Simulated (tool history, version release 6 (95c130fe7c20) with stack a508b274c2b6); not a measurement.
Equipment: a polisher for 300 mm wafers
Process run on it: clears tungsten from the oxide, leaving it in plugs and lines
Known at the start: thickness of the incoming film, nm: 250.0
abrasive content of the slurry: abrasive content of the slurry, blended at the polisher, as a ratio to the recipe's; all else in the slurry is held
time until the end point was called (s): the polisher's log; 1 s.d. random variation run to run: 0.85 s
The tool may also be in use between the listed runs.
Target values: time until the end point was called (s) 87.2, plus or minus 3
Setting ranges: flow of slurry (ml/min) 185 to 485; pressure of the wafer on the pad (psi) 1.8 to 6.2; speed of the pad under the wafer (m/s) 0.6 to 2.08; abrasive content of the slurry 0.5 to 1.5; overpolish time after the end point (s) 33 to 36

run,hour,flow of slurry (ml/min),pressure of the wafer on the pad (psi),speed of the pad under the wafer (m/s),abrasive content of the slurry,overpolish time after the end point (s),time until the end point was called (s)
1,0,310,4,1.34,1,33,35.475
2,4.4,255,4,1.34,1,33,35.703
3,9.9,255,4,1.34,1,36,36.542
4,10.5,255,4,1.34,1,36,36.399
5,14.8,255,3.4,1.22,1,36,46.162
6,18,255,4,1.22,1,36,39.346
7,22.4,255,3.4,1.14,1,36,48.609
8,23.8,250,2.3,0.86,0.95,36,89.731
9,27.1,250,2.3,0.86,0.95,36,89.459

Which of these 4 next moves meets every target?
A,30.4,215,2.6,0.74,0.85,36,?
B,30.4,295,2,0.9,1,33,?
C,30.4,235,2,0.92,1,36,?
D,30.4,200,2.4,0.94,0.8,36,?

move,time until the end point was called (s)
A,98.029
B,93.205
C,93.748
D,86.521
A: further off than the last run
B: further off than the last run
C: further off than the last run
D: all results land within tolerance of their targets
D meets every target.

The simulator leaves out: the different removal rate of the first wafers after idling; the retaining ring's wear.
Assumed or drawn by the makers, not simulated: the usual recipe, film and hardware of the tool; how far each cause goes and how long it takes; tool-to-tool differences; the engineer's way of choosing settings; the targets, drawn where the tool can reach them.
